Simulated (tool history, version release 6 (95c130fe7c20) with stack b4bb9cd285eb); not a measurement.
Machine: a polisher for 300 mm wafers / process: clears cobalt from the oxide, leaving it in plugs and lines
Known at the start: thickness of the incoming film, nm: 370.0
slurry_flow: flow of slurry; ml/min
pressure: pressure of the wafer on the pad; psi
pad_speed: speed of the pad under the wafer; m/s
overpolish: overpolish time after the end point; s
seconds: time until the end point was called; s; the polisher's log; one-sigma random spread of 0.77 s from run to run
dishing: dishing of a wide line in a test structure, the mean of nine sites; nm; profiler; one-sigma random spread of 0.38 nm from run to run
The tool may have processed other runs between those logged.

run	hour	slurry_flow	pressure	pad_speed	overpolish	seconds	dishing
1	0.0	175	1.6	0.90	22	76.291	39.614
2	6.8	170	1.7	0.90	18	73.313	37.255
3	9.2	170	1.7	0.90	13	73.716	33.230
4	11.6	160	1.8	0.90	11	69.800	31.862
5	20.2	160	1.8	0.70	11	90.221	27.757
6	26.2	160	1.6	0.70	11	97.239	25.986
7	30.7	145	1.9	0.70	10	86.121	25.897
8	35.6	195	2.3	0.70	8	72.115	25.653
9	41.8	195	2.3	0.70	9	73.061	27.651
10	43.1	195	2.4	0.70	9	71.931	28.774
11	46.0	205	2.1	0.94	7	59.009	27.045
12	48.7	205	2.0	0.94	7	61.281	25.975

For run 13, what comes out?
13	50.1	200	2.0	0.94	7	?	?

seconds: 59.860 s
dishing: 25.870 nm

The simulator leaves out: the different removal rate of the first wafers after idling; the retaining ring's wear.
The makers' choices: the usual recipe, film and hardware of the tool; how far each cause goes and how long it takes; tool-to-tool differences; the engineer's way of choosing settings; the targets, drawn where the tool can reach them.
